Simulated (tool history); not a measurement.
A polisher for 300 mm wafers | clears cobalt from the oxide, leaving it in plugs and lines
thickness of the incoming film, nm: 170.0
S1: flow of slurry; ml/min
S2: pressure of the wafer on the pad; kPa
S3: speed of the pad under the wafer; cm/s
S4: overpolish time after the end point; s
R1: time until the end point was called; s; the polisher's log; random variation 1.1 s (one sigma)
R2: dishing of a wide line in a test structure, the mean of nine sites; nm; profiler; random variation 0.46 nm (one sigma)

run    day   S1    S2  S3  S4      R1      R2
  1  0.000  165  11.0  80  29  49.979  45.230
  2  0.250  165  11.0  80  34  50.524  47.083
  3  0.604  160  10.3  80  30  54.821  43.750
  4  0.942  150   9.7  80  26  58.649  39.800
  5  1.025  175   9.7  80  26  57.619  40.988
  6  1.221  160   9.0  80  23  62.139  34.677
  7  1.300  150   8.3  82  21  68.546  32.320
  8  1.579  140   7.6  86  19  71.358  29.705
  9  1.742  135   6.9  90  17  76.452  25.870
 10  1.838  130   6.9  92  16  73.198  24.515
 11  1.954  125   6.9  92  15  75.965  23.548
 12  2.229  105   6.2  92   9  88.663  13.648
 13  2.492  110   6.2  92   9  85.988  14.141
 14  2.825  115   6.2  92   9  83.901  14.637
 15  3.125  120   6.2  92   9  83.874  14.969
     3.279  -- head pressure recalibrated
 16  3.279  125   6.2  92   9  88.984  14.125

Run 17 comes next. What will it give?
 17  3.638  125  6.2  94  10   ?   ?

{"run 17": {"R1": 87.984, "R2": 15.814}}

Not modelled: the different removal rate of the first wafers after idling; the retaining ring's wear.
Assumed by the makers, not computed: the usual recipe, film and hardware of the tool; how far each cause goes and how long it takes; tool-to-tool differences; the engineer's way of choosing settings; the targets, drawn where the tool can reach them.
